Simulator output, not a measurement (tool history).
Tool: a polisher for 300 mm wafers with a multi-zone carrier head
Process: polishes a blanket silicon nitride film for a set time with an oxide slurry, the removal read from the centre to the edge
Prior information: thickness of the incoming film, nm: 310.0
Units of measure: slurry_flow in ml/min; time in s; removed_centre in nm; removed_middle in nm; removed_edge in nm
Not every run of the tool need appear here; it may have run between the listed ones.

run 1 hour=0.0 | slurry_flow=215 centre_zone=1.00 middle_zone=1.00 edge_zone=1.00 slurry_solids=1.00 time=45 | removed_centre=31.588 removed_middle=31.801 removed_edge=33.258
run 2 hour=8.9 | slurry_flow=215 centre_zone=1.00 middle_zone=1.00 edge_zone=1.00 slurry_solids=1.20 time=45 | removed_centre=34.864 removed_middle=34.161 removed_edge=35.885
run 3 hour=15.9 | slurry_flow=200 centre_zone=0.95 middle_zone=1.01 edge_zone=0.98 slurry_solids=1.20 time=45 | removed_centre=33.067 removed_middle=34.331 removed_edge=35.202
run 4 hour=17.2 | slurry_flow=200 centre_zone=1.01 middle_zone=1.01 edge_zone=0.98 slurry_solids=1.20 time=45 | removed_centre=35.005 removed_middle=34.119 removed_edge=36.075
run 5 hour=24.3 | slurry_flow=200 centre_zone=1.05 middle_zone=1.01 edge_zone=0.98 slurry_solids=1.20 time=45 | removed_centre=35.890 removed_middle=34.222 removed_edge=36.521
run 6 hour=28.4 | slurry_flow=185 centre_zone=0.98 middle_zone=1.03 edge_zone=1.00 slurry_solids=1.15 time=45 | removed_centre=32.647 removed_middle=33.536 removed_edge=34.227

Predict the results of run 7:
run 7 hour=29.0 | slurry_flow=175 centre_zone=0.93 middle_zone=1.04 edge_zone=1.05 slurry_solids=1.15 time=45 | removed_centre=? removed_middle=? removed_edge=?

For run 7 the tool returned removed_centre 30.565 nm, removed_middle 33.619 nm, removed_edge 34.731 nm.

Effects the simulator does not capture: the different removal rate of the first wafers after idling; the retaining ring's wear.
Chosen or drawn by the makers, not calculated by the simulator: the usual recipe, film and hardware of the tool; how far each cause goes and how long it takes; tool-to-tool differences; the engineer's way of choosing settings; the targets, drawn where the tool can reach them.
